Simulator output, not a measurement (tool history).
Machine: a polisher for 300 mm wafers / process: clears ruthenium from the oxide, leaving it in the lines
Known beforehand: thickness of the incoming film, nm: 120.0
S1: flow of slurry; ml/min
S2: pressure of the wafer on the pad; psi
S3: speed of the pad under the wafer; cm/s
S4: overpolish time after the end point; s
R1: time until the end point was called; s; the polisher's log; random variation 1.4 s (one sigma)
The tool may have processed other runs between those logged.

run    day   S1   S2   S3  S4      R1
  1  0.000  270  1.9   88  42  136.36
  2  0.246  330  1.9   88  42  136.47
  3  0.471  330  1.5   88  42  167.02
  4  0.558  330  1.5  108  42  142.43
  5  0.908  330  1.7  110  42  124.69
  6  1.254  330  1.7   90  42  147.39

Predict the results of run 7:
  7  1.579  330  1.9  92  42   ?

Run 7 produced R1 127.82 s.
